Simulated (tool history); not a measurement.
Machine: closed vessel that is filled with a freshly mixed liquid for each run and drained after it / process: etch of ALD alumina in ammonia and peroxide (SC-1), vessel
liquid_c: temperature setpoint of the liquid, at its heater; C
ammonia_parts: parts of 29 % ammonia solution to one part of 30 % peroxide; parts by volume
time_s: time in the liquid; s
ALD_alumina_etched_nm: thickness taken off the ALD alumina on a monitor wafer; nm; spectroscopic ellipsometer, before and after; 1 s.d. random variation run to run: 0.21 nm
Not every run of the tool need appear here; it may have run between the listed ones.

Run 1, hour 0: liquid_c 47 C, ammonia_parts 0.45 parts by volume, time_s 345 s. Result: ALD_alumina_etched_nm 17.985 nm.
Run 2, hour 8.6: liquid_c 42 C, ammonia_parts 0.45 parts by volume, time_s 345 s. Result: ALD_alumina_etched_nm 13.28 nm.
Run 3, hour 10.3: liquid_c 47 C, ammonia_parts 0.45 parts by volume, time_s 345 s. Result: ALD_alumina_etched_nm 17.913 nm.
Run 4, hour 14: liquid_c 47 C, ammonia_parts 0.35 parts by volume, time_s 345 s. Result: ALD_alumina_etched_nm 17.167 nm.
Run 5, hour 16.3: liquid_c 50.5 C, ammonia_parts 0.35 parts by volume, time_s 345 s. Result: ALD_alumina_etched_nm 21.338 nm.
Run 6, hour 23.6: liquid_c 50.5 C, ammonia_parts 0.35 parts by volume, time_s 345 s. Result: ALD_alumina_etched_nm 21.514 nm.
Run 7, hour 29.5: liquid_c 53 C, ammonia_parts 0.35 parts by volume, time_s 345 s. Result: ALD_alumina_etched_nm 24.448 nm.

Run 8, settings as shown, results not yet in. Your forecast:
Run 8, hour 36.9: liquid_c 53 C, ammonia_parts 0.35 parts by volume, time_s 345 s. Result: ALD_alumina_etched_nm ?.

Logged for run 8: ALD_alumina_etched_nm 24.247 nm.
